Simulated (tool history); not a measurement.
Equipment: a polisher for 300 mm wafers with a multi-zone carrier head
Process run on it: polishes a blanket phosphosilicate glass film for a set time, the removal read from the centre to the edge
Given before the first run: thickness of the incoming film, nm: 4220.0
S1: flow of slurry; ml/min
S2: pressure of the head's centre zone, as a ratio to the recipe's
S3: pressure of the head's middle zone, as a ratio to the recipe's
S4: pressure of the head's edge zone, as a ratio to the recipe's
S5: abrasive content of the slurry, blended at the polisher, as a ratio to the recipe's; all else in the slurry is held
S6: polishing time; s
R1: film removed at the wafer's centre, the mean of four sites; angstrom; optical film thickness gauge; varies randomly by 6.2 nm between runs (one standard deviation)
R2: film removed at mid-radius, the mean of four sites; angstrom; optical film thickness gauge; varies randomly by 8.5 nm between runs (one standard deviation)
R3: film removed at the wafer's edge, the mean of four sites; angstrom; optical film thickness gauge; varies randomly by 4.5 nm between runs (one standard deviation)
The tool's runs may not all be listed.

run 1 hour=0 | S1=265 S2=1 S3=1 S4=1 S5=1 S6=82 | R1=9313.1 R2=8831.8 R3=9224.7
run 2 hour=1.3 | S1=265 S2=1 S3=1 S4=1 S5=1 S6=65 | R1=7377.2 R2=6970.7 R3=7315
run 3 hour=5.4 | S1=265 S2=1.01 S3=1.01 S4=0.98 S5=1 S6=65 | R1=7513.3 R2=7228.5 R3=7177.8
run 4 hour=9.5 | S1=265 S2=1.01 S3=1.05 S4=0.98 S5=1 S6=65 | R1=7487.8 R2=7360.8 R3=7212.1
run 5 hour=16.5 | S1=265 S2=1.01 S3=1.05 S4=0.98 S5=0.85 S6=65 | R1=6741.1 R2=6727.5 R3=6498.7
-- hour=17.5 edge zone pressure recalibrated
run 6 hour=17.5 | S1=265 S2=1.01 S3=1.05 S4=1.05 S5=0.85 S6=65 | R1=6802.8 R2=6646.5 R3=6494.3

Run 7 comes next. What will it give?
run 7 hour=23.5 | S1=275 S2=1.02 S3=1.05 S4=1.05 S5=0.85 S6=65 | R1=? R2=? R3=?

Run 7 gave R1 6901 angstrom, R2 6662 angstrom, R3 6678.9 angstrom.
